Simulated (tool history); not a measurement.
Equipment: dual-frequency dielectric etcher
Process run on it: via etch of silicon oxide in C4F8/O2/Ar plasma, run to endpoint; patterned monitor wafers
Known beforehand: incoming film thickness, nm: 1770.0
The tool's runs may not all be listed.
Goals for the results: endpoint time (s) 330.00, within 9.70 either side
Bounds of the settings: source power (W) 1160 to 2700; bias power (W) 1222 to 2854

run 1 hour=0.0 | source_power_(W)=1930 bias_power_(W)=2038 | endpoint_time_(s)=374.93
run 2 hour=6.3 | source_power_(W)=1930 bias_power_(W)=2184 | endpoint_time_(s)=364.83
run 3 hour=9.0 | source_power_(W)=2100 bias_power_(W)=2184 | endpoint_time_(s)=354.44
run 4 hour=12.8 | source_power_(W)=2170 bias_power_(W)=2219 | endpoint_time_(s)=348.32
-- hour=17.9 source power generator calibrated
run 5 hour=17.9 | source_power_(W)=2170 bias_power_(W)=1956 | endpoint_time_(s)=369.07
run 6 hour=23.8 | source_power_(W)=2260 bias_power_(W)=2030 | endpoint_time_(s)=360.79
run 7 hour=29.1 | source_power_(W)=2320 bias_power_(W)=2103 | endpoint_time_(s)=350.05
run 8 hour=38.0 | source_power_(W)=2370 bias_power_(W)=2139 | endpoint_time_(s)=348.55
run 9 hour=38.7 | source_power_(W)=2410 bias_power_(W)=2189 | endpoint_time_(s)=340.07

Pick the move, out of 5, that brings all results within their allowed miss; only one does.
run A hour=39.4 | source_power_(W)=2470 bias_power_(W)=1968 | endpoint_time_(s)=?
run B hour=39.4 | source_power_(W)=2440 bias_power_(W)=2338 | endpoint_time_(s)=?
run C hour=39.4 | source_power_(W)=2270 bias_power_(W)=2165 | endpoint_time_(s)=?
run D hour=39.4 | source_power_(W)=2500 bias_power_(W)=2023 | endpoint_time_(s)=?
run E hour=39.4 | source_power_(W)=2290 bias_power_(W)=2089 | endpoint_time_(s)=?

move=A endpoint_time_(s)=354.75
move=B endpoint_time_(s)=330.90
move=C endpoint_time_(s)=350.91
move=D endpoint_time_(s)=348.99
move=E endpoint_time_(s)=355.25
A: misses by more than the last run did
B: all results land within tolerance of their targets
C: misses by more than the last run did
D: misses by more than the last run did
E: misses by more than the last run did
Move B is the one to make.
